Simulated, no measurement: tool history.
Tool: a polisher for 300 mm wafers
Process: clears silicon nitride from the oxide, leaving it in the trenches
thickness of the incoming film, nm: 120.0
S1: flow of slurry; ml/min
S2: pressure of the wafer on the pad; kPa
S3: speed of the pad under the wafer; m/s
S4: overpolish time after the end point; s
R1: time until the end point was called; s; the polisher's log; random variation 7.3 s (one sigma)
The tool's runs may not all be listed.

{"run": 1, "hour": 0.0, "S1": 185, "S2": 12.4, "S3": 1.28, "S4": 14, "R1": 202.15}
{"run": 2, "hour": 6.4, "S1": 185, "S2": 13.8, "S3": 1.28, "S4": 14, "R1": 188.84}
{"run": 3, "hour": 14.1, "S1": 185, "S2": 13.8, "S3": 1.12, "S4": 14, "R1": 211.29}
{"run": 4, "hour": 22.7, "S1": 185, "S2": 11.7, "S3": 1.12, "S4": 14, "R1": 242.02}
{"run": 5, "hour": 26.9, "S1": 185, "S2": 11.0, "S3": 1.08, "S4": 14, "R1": 263.49}
{"run": 6, "hour": 31.6, "S1": 185, "S2": 8.3, "S3": 1.08, "S4": 14, "R1": 319.93}
{"run": 7, "hour": 34.7, "S1": 185, "S2": 7.6, "S3": 1.06, "S4": 14, "R1": 346.31}

Forecast run 8:
{"run": 8, "hour": 42.7, "S1": 185, "S2": 7.6, "S3": 1.04, "S4": 14, "R1": "?"}

{"run 8": {"R1": 359.06}}
